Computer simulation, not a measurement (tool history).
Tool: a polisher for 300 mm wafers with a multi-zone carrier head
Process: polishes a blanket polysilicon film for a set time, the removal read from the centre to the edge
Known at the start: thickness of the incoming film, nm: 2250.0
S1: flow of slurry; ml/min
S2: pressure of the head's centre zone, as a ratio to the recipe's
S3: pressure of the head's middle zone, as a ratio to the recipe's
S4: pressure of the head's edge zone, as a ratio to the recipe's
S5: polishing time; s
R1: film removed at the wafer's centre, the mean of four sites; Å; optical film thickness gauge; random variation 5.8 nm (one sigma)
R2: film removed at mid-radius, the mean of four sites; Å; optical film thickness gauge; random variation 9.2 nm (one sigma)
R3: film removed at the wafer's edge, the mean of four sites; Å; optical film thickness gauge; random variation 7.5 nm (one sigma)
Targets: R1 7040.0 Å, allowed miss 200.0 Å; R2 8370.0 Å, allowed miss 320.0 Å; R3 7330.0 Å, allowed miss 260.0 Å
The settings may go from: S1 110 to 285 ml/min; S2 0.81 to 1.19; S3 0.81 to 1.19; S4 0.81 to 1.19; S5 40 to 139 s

run 1 hour=0.0 | S1=180 S2=1.00 S3=1.00 S4=1.00 S5=89 | R1=6045.6 R2=6055.3 R3=5884.5
run 2 hour=6.2 | S1=160 S2=1.00 S3=1.00 S4=1.00 S5=89 | R1=5895.3 R2=6116.0 R3=5892.8
run 3 hour=13.2 | S1=160 S2=1.00 S3=1.00 S4=1.00 S5=73 | R1=4833.5 R2=5071.5 R3=4857.2
run 4 hour=18.6 | S1=130 S2=1.00 S3=1.00 S4=1.00 S5=73 | R1=4598.6 R2=4752.5 R3=4734.3
run 5 hour=25.6 | S1=145 S2=1.00 S3=1.02 S4=1.02 S5=77 | R1=5049.3 R2=5162.1 R3=5033.3
run 6 hour=33.4 | S1=155 S2=0.98 S3=1.03 S4=1.02 S5=81 | R1=5222.7 R2=5624.4 R3=5449.1
run 7 hour=38.8 | S1=170 S2=0.98 S3=1.05 S4=1.04 S5=83 | R1=5557.3 R2=5867.1 R3=5658.6
run 8 hour=40.3 | S1=180 S2=0.97 S3=1.07 S4=1.04 S5=85 | R1=5682.3 R2=6234.3 R3=5820.6

Which of these 4 next moves meets every target?
run A hour=41.8 | S1=195 S2=0.90 S3=1.08 S4=1.09 S5=112 | R1=? R2=? R3=?
run B hour=41.8 | S1=220 S2=0.93 S3=1.12 S4=1.00 S5=106 | R1=? R2=? R3=?
run C hour=41.8 | S1=200 S2=0.95 S3=0.97 S4=1.10 S5=111 | R1=? R2=? R3=?
run D hour=41.8 | S1=145 S2=0.99 S3=1.10 S4=1.10 S5=118 | R1=? R2=? R3=?

move=A R1=6986.5 R2=8472.9 R3=7982.4
move=B R1=6967.9 R2=8415.3 R3=7343.3
move=C R1=7337.2 R2=7693.6 R3=7980.0
move=D R1=7646.5 R2=8605.4 R3=8131.4
A: brings the result that was furthest off to its target, and leaves another outside
B: meets every target
C: takes the result that was furthest off past its target
D: takes the result that was furthest off past its target
Answer: B
